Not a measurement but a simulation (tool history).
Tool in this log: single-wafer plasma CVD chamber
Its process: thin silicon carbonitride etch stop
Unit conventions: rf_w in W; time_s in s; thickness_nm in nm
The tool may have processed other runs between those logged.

run,hour,rf_w,time_s,thickness_nm
1,0,165,26.3,14.353
2,8.6,165,28.5,15.494
3,10.2,150,28.5,14.961
4,15.4,145,27.6,14.368
5,20.3,140,26.9,13.926
6,23.2,140,26.2,13.507

Run 7 has not been measured yet. What should we expect?
7,30.9,140,25.7,?

{"run 7": {"thickness_nm": 13.242}}
